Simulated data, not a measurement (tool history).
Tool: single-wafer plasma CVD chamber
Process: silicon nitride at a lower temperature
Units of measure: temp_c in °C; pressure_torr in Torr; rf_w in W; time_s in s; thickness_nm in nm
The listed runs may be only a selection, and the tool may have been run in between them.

run	hour	temp_c	pressure_torr	rf_w	time_s	thickness_nm
1	0.0	350	1.22	265	14.8	15.391
2	2.1	350	1.18	260	14.8	15.122
3	6.9	350	1.15	255	14.8	14.710
4	12.4	350	1.11	255	14.8	14.701
5	15.3	350	1.09	250	14.8	14.348
6	21.0	350	1.06	250	14.8	14.211
7	27.7	350	1.03	250	14.8	14.210
8	32.8	350	1.01	245	14.8	13.828

Run 9 is up next; what results do you expect?
9	40.2	350	0.99	245	14.8	?

Logged for run 9: thickness_nm 13.853 nm.

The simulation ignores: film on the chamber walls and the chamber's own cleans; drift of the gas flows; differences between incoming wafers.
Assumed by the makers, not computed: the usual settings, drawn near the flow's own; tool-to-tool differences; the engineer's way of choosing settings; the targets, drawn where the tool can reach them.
